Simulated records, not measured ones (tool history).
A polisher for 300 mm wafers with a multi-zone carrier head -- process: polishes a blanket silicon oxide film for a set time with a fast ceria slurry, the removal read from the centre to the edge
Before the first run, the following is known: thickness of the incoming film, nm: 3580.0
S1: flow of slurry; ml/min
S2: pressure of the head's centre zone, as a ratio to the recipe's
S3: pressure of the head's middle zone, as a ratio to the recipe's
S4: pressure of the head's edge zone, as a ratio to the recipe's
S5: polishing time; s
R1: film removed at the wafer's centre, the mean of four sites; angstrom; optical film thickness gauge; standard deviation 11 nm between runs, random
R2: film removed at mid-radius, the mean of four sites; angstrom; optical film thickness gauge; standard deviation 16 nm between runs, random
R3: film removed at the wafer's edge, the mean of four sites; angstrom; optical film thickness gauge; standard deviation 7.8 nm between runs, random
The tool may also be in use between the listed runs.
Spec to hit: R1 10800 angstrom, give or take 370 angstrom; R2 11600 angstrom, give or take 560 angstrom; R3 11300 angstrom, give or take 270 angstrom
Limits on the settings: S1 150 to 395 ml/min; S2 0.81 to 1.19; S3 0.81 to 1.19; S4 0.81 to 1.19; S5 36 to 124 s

Run 1, day 0: S1 250 ml/min, S2 1, S3 1, S4 1, S5 79 s. Result: R1 8760.2 angstrom, R2 8794.4 angstrom, R3 9206.5 angstrom.
Run 2, day 0.088: S1 260 ml/min, S2 1.01, S3 1.03, S4 1.03, S5 81 s. Result: R1 9048.2 angstrom, R2 9372.7 angstrom, R3 9669.4 angstrom.
Run 3, day 0.238: S1 230 ml/min, S2 1.01, S3 1.03, S4 1.03, S5 81 s. Result: R1 9166.3 angstrom, R2 9010.3 angstrom, R3 9477.1 angstrom.
Run 4, day 0.479: S1 250 ml/min, S2 1.03, S3 1.05, S4 1.05, S5 82 s. Result: R1 9494.5 angstrom, R2 9769.2 angstrom, R3 9874.9 angstrom.
Run 5, day 0.579: S1 265 ml/min, S2 1.05, S3 1.05, S4 1.07, S5 82 s. Result: R1 9674.8 angstrom, R2 9642.9 angstrom, R3 9939.9 angstrom.
Run 6, day 0.738: S1 265 ml/min, S2 1.05, S3 1.05, S4 1.12, S5 82 s. Result: R1 9569.4 angstrom, R2 9471.5 angstrom, R3 10217 angstrom.
Run 7, day 0.883: S1 275 ml/min, S2 1.06, S3 1.07, S4 1.13, S5 83 s. Result: R1 9883.7 angstrom, R2 9954.7 angstrom, R3 10181 angstrom.
Run 8, day 0.975: S1 280 ml/min, S2 1.06, S3 1.08, S4 1.14, S5 84 s. Result: R1 10110 angstrom, R2 10293 angstrom, R3 10519 angstrom.

5 next moves are on the table. One of them brings every result within its allowed miss. Which?
Run A, day 1.067: S1 335 ml/min, S2 1.12, S3 1.08, S4 1.18, S5 76 s. Result: R1 ?, R2 ?, R3 ?.
Run B, day 1.067: S1 340 ml/min, S2 1, S3 1.06, S4 1.19, S5 94 s. Result: R1 ?, R2 ?, R3 ?.
Run C, day 1.067: S1 215 ml/min, S2 1.02, S3 1.03, S4 1.13, S5 87 s. Result: R1 ?, R2 ?, R3 ?.
Run D, day 1.067: S1 290 ml/min, S2 1.04, S3 1.12, S4 1.11, S5 91 s. Result: R1 ?, R2 ?, R3 ?.
Run E, day 1.067: S1 270 ml/min, S2 1, S3 1.04, S4 1.17, S5 84 s. Result: R1 ?, R2 ?, R3 ?.

move      R1      R2      R3
   A  9763.3  9401.3  9792.4
   B   10783   11462   12178
   C    9831   10032   10718
   D   10739   11508   11273
   E  9471.8  9924.1   10663
A: lands further from the targets than the last run did
B: pushes the last run's worst result past its target
C: roughly where the last run was
D: hits every target within its allowed miss
E: lands further from the targets than the last run did
Correct choice: D, which meets every target
